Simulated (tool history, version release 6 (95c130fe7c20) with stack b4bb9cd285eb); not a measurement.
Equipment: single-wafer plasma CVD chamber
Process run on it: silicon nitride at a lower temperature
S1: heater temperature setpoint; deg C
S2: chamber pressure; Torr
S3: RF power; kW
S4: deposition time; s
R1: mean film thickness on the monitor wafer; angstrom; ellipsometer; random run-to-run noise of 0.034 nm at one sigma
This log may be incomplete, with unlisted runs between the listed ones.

run 1 hour=0.0 | S1=360 S2=1.76 S3=0.335 S4=15.4 | R1=187.90
run 2 hour=9.0 | S1=360 S2=1.56 S3=0.320 S4=15.4 | R1=178.39
run 3 hour=13.5 | S1=360 S2=1.42 S3=0.305 S4=15.4 | R1=170.97
run 4 hour=14.2 | S1=360 S2=1.32 S3=0.295 S4=15.4 | R1=164.88
run 5 hour=18.0 | S1=360 S2=1.19 S3=0.295 S4=15.4 | R1=161.81
run 6 hour=26.5 | S1=360 S2=1.15 S3=0.290 S4=15.4 | R1=158.81
run 7 hour=28.3 | S1=360 S2=1.12 S3=0.290 S4=15.4 | R1=158.47
run 8 hour=36.0 | S1=360 S2=1.10 S3=0.290 S4=15.4 | R1=157.84

Run 9 is up next; what results do you expect?
run 9 hour=41.3 | S1=360 S2=1.09 S3=0.290 S4=15.4 | R1=?

{"run 9": {"R1": 157.54}}
